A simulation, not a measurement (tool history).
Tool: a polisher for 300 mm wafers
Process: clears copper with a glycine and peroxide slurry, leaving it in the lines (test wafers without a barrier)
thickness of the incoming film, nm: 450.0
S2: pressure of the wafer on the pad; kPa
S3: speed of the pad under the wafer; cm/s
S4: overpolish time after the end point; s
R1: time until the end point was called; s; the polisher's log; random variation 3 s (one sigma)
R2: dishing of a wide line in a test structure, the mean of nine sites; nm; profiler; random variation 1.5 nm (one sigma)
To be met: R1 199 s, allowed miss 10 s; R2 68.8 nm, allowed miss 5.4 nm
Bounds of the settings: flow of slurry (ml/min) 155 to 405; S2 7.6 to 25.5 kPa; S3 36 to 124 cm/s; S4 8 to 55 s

Run 1, hour 0: flow of slurry (ml/min) 260, S2 16.5 kPa, S3 80 cm/s, S4 28 s. Result: R1 113.97 s, R2 65.558 nm.
Run 2, hour 6.4: flow of slurry (ml/min) 260, S2 15.2 kPa, S3 76 cm/s, S4 31 s. Result: R1 130.72 s, R2 67.484 nm.
Run 3, hour 8.8: flow of slurry (ml/min) 260, S2 13.8 kPa, S3 76 cm/s, S4 33 s. Result: R1 137.18 s, R2 65.492 nm.
Run 4, hour 14: flow of slurry (ml/min) 260, S2 13.8 kPa, S3 76 cm/s, S4 37 s. Result: R1 137.23 s, R2 69.692 nm.
Run 5, hour 15.1: flow of slurry (ml/min) 260, S2 12.4 kPa, S3 74 cm/s, S4 40 s. Result: R1 152.32 s, R2 71.217 nm.
Run 6, hour 22.8: flow of slurry (ml/min) 290, S2 12.4 kPa, S3 74 cm/s, S4 40 s. Result: R1 151.27 s, R2 70.547 nm.
Run 7, hour 27.7: flow of slurry (ml/min) 290, S2 11.7 kPa, S3 74 cm/s, S4 42 s. Result: R1 158.81 s, R2 71.369 nm.
At hour 28.9: worn pad replaced by a new one.
Run 8, hour 28.9: flow of slurry (ml/min) 290, S2 11 kPa, S3 74 cm/s, S4 43 s. Result: R1 149.14 s, R2 74.931 nm.
Run 9, hour 36.6: flow of slurry (ml/min) 285, S2 10.3 kPa, S3 70 cm/s, S4 44 s. Result: R1 160 s, R2 69.531 nm.
Run 10, hour 44.3: flow of slurry (ml/min) 280, S2 7.6 kPa, S3 58 cm/s, S4 54 s. Result: R1 220.35 s, R2 67.16 nm.
Run 11, hour 45.7: flow of slurry (ml/min) 285, S2 7.6 kPa, S3 58 cm/s, S4 53 s. Result: R1 224.31 s, R2 67.599 nm.

4 next moves are on the table. One of them brings every result within its allowed miss. Which?
Run A, hour 47.1: flow of slurry (ml/min) 305, S2 7.6 kPa, S3 54 cm/s, S4 55 s. Result: R1 ?, R2 ?.
Run B, hour 47.1: flow of slurry (ml/min) 215, S2 8.3 kPa, S3 66 cm/s, S4 52 s. Result: R1 ?, R2 ?.
Run C, hour 47.1: flow of slurry (ml/min) 285, S2 7.6 kPa, S3 40 cm/s, S4 52 s. Result: R1 ?, R2 ?.
Run D, hour 47.1: flow of slurry (ml/min) 255, S2 7.6 kPa, S3 54 cm/s, S4 53 s. Result: R1 ?, R2 ?.

move      R1      R2
   A  225.96  66.761
   B  201.66  68.444
   C   261.4  58.294
   D  230.23  63.918
A: further off than the last run
B: meets every target
C: further off than the last run
D: further off than the last run
The right move is B.
